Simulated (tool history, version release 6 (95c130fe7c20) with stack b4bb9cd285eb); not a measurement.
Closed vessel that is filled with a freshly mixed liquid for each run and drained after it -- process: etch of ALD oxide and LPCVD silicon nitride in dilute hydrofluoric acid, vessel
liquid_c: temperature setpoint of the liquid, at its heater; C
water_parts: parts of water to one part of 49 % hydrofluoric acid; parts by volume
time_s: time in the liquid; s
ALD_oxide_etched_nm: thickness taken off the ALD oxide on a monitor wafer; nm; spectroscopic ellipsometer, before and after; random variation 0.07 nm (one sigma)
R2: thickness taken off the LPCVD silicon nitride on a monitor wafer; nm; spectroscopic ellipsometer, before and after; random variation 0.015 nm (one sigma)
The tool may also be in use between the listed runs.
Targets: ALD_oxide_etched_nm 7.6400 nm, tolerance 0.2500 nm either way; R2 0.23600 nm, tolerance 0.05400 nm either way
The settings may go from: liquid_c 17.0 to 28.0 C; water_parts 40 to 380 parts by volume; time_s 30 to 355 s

Run 1, hour 0.0: liquid_c 20.0 C, water_parts 210 parts by volume, time_s 180 s. Result: ALD_oxide_etched_nm 13.6850 nm, R2 0.36105 nm.
Run 2, hour 7.8: liquid_c 20.0 C, water_parts 210 parts by volume, time_s 220 s. Result: ALD_oxide_etched_nm 16.8400 nm, R2 0.37733 nm.
Run 3, hour 11.5: liquid_c 20.5 C, water_parts 245 parts by volume, time_s 215 s. Result: ALD_oxide_etched_nm 13.8430 nm, R2 0.32554 nm.
Run 4, hour 19.4: liquid_c 20.5 C, water_parts 245 parts by volume, time_s 180 s. Result: ALD_oxide_etched_nm 11.5490 nm, R2 0.29533 nm.
Run 5, hour 22.2: liquid_c 20.5 C, water_parts 185 parts by volume, time_s 180 s. Result: ALD_oxide_etched_nm 16.1760 nm, R2 0.36665 nm.
Run 6, hour 23.4: liquid_c 19.5 C, water_parts 215 parts by volume, time_s 180 s. Result: ALD_oxide_etched_nm 12.9360 nm, R2 0.31454 nm.
Run 7, hour 28.3: liquid_c 19.0 C, water_parts 235 parts by volume, time_s 180 s. Result: ALD_oxide_etched_nm 11.5190 nm, R2 0.27659 nm.
Run 8, hour 37.6: liquid_c 19.5 C, water_parts 255 parts by volume, time_s 180 s. Result: ALD_oxide_etched_nm 10.6580 nm, R2 0.26924 nm.

Exercise: of the 5 proposed moves below, exactly one satisfies all targets within the stated allowed misses. Which move is it?
Run A, hour 46.9: liquid_c 20.5 C, water_parts 295 parts by volume, time_s 165 s. Result: ALD_oxide_etched_nm ?, R2 ?.
Run B, hour 46.9: liquid_c 21.0 C, water_parts 335 parts by volume, time_s 155 s. Result: ALD_oxide_etched_nm ?, R2 ?.
Run C, hour 46.9: liquid_c 24.0 C, water_parts 270 parts by volume, time_s 125 s. Result: ALD_oxide_etched_nm ?, R2 ?.
Run D, hour 46.9: liquid_c 25.5 C, water_parts 305 parts by volume, time_s 130 s. Result: ALD_oxide_etched_nm ?, R2 ?.
Run E, hour 46.9: liquid_c 23.5 C, water_parts 215 parts by volume, time_s 100 s. Result: ALD_oxide_etched_nm ?, R2 ?.

move  ALD_oxide_etched_nm       R2
   A               8.5153  0.23439
   B               6.9307  0.20084
   C               8.1846  0.24128
   D               7.6801  0.24364
   E               8.5210  0.23433
A: closes in on the targets versus the last run, not all within tolerance yet
B: pushes the last run's worst result past its target
C: closes in on the targets versus the last run, not all within tolerance yet
D: all results in spec
E: closes in on the targets versus the last run, not all within tolerance yet
The move that meets every target is D.

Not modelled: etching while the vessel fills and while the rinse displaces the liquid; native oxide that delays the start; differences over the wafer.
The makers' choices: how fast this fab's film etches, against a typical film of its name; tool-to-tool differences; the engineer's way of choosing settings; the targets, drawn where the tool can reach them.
